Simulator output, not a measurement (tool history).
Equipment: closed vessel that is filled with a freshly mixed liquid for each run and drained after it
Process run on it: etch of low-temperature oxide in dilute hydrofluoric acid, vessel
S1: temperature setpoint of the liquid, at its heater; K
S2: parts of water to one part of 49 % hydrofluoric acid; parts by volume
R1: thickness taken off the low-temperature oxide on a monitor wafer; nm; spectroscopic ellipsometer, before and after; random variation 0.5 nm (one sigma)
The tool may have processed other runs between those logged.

run 1 hour=0.0 | S1=298.15 S2=270 time_in_the_liquid_(s)=340 | R1=29.037
run 2 hour=5.3 | S1=296.65 S2=270 time_in_the_liquid_(s)=340 | R1=26.857
run 3 hour=14.2 | S1=297.65 S2=255 time_in_the_liquid_(s)=340 | R1=30.426
run 4 hour=16.0 | S1=297.65 S2=165 time_in_the_liquid_(s)=340 | R1=51.608
run 5 hour=23.3 | S1=298.65 S2=165 time_in_the_liquid_(s)=340 | R1=54.345
run 6 hour=31.7 | S1=298.65 S2=110 time_in_the_liquid_(s)=340 | R1=86.086
run 7 hour=33.6 | S1=298.15 S2=110 time_in_the_liquid_(s)=340 | R1=85.197

Predict the results of run 8:
run 8 hour=39.2 | S1=294.15 S2=115 time_in_the_liquid_(s)=340 | R1=?

For run 8 the tool returned R1 68.630 nm.
